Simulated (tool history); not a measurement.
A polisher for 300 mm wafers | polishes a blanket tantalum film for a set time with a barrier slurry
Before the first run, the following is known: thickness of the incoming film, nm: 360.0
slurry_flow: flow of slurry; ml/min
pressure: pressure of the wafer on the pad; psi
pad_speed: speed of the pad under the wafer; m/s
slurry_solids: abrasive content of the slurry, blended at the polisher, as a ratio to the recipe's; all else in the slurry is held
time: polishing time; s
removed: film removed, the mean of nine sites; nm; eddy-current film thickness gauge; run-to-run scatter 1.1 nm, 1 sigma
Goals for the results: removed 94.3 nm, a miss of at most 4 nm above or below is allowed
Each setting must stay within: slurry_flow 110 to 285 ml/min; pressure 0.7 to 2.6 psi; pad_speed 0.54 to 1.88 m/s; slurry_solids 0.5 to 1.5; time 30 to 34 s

Run 1, day 0: slurry_flow 180 ml/min, pressure 1.6 psi, pad_speed 1.2 m/s, slurry_solids 1, time 34 s. Result: removed 47.683 nm.
Run 2, day 0.025: slurry_flow 180 ml/min, pressure 1.6 psi, pad_speed 1.2 m/s, slurry_solids 1.15, time 34 s. Result: removed 49.046 nm.
Run 3, day 0.233: slurry_flow 180 ml/min, pressure 1.6 psi, pad_speed 1.2 m/s, slurry_solids 1.15, time 34 s. Result: removed 51.267 nm.
Run 4, day 0.354: slurry_flow 180 ml/min, pressure 1.6 psi, pad_speed 1.2 m/s, slurry_solids 1.35, time 34 s. Result: removed 52.224 nm.
Run 5, day 0.512: slurry_flow 180 ml/min, pressure 1.8 psi, pad_speed 1.2 m/s, slurry_solids 1.35, time 34 s. Result: removed 58.059 nm.
Run 6, day 0.858: slurry_flow 180 ml/min, pressure 1.8 psi, pad_speed 1.02 m/s, slurry_solids 1.35, time 34 s. Result: removed 50.622 nm.
Run 7, day 1.021: slurry_flow 180 ml/min, pressure 1.9 psi, pad_speed 1.06 m/s, slurry_solids 1.35, time 34 s. Result: removed 55.712 nm.
Run 8, day 1.154: slurry_flow 180 ml/min, pressure 1.9 psi, pad_speed 1.06 m/s, slurry_solids 1.35, time 34 s. Result: removed 53.916 nm.
Run 9, day 1.238: slurry_flow 180 ml/min, pressure 2 psi, pad_speed 1.1 m/s, slurry_solids 1.35, time 34 s. Result: removed 60.143 nm.
Run 10, day 1.425: slurry_flow 180 ml/min, pressure 2.1 psi, pad_speed 1.12 m/s, slurry_solids 1.35, time 34 s. Result: removed 64.084 nm.
Run 11, day 1.512: slurry_flow 180 ml/min, pressure 2.2 psi, pad_speed 1.14 m/s, slurry_solids 1.35, time 34 s. Result: removed 68.068 nm.
Run 12, day 1.829: slurry_flow 180 ml/min, pressure 2.3 psi, pad_speed 1.16 m/s, slurry_solids 1.35, time 34 s. Result: removed 70.285 nm.

Exactly one of the 5 candidate moves below puts every result within its allowed miss. Which one?
Run A, day 2.146: slurry_flow 175 ml/min, pressure 2 psi, pad_speed 0.92 m/s, slurry_solids 1.35, time 30 s. Result: removed ?.
Run B, day 2.146: slurry_flow 175 ml/min, pressure 2.3 psi, pad_speed 1.12 m/s, slurry_solids 1.4, time 30 s. Result: removed ?.
Run C, day 2.146: slurry_flow 195 ml/min, pressure 2.2 psi, pad_speed 1.52 m/s, slurry_solids 1.5, time 34 s. Result: removed ?.
Run D, day 2.146: slurry_flow 180 ml/min, pressure 2.2 psi, pad_speed 1.06 m/s, slurry_solids 1.4, time 30 s. Result: removed ?.
Run E, day 2.146: slurry_flow 160 ml/min, pressure 2.5 psi, pad_speed 1.26 m/s, slurry_solids 1.3, time 34 s. Result: removed ?.

move  removed
   A   45.088
   B   62.663
   C   94.699
   D   57.237
   E   83.188
A: the biggest miss grows against the last run
B: the biggest miss grows against the last run
C: each result inside its tolerance
D: the biggest miss grows against the last run
E: an improvement on the last run, though not all results are within tolerance
Correct choice: C, which meets every target

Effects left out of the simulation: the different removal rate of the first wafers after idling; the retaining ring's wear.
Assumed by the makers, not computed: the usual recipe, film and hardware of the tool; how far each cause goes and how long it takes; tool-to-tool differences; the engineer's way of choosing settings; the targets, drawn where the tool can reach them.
